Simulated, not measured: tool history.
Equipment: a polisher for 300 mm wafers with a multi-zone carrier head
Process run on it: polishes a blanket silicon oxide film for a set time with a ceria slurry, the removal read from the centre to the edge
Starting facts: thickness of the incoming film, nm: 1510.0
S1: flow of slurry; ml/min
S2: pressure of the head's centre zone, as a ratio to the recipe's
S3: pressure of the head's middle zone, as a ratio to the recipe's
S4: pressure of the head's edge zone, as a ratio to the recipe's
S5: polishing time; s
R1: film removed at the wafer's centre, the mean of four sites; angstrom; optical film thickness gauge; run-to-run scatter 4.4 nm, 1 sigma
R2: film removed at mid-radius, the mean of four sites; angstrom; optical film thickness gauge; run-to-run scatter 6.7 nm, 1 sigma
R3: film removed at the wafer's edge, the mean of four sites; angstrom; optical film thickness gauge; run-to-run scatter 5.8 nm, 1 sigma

run	day	S1	S2	S3	S4	S5	R1	R2	R3
1	0.000	135	1.00	1.00	1.00	63	3607.6	3524.4	3378.7
2	0.254	135	0.99	1.01	1.02	65	3697.6	3611.0	3486.6
3	0.446	135	0.99	1.01	1.02	54	3100.2	2967.8	2879.5
4	0.708	135	0.99	1.01	1.02	45	2566.9	2475.1	2494.5
5	0.912	135	0.97	1.02	1.03	49	2745.6	2679.5	2646.4
6	1.050	135	0.91	1.02	1.03	49	2580.1	2707.4	2669.0
7	1.175	135	0.90	1.02	1.04	52	2744.9	2865.4	2834.7

Run 8, settings as shown, results not yet in. Your forecast:
8	1.392	135	0.89	1.03	1.05	55	?	?	?

Run 8 measured R1 2832.6 angstrom, R2 3070.9 angstrom, R3 2978.0 angstrom.
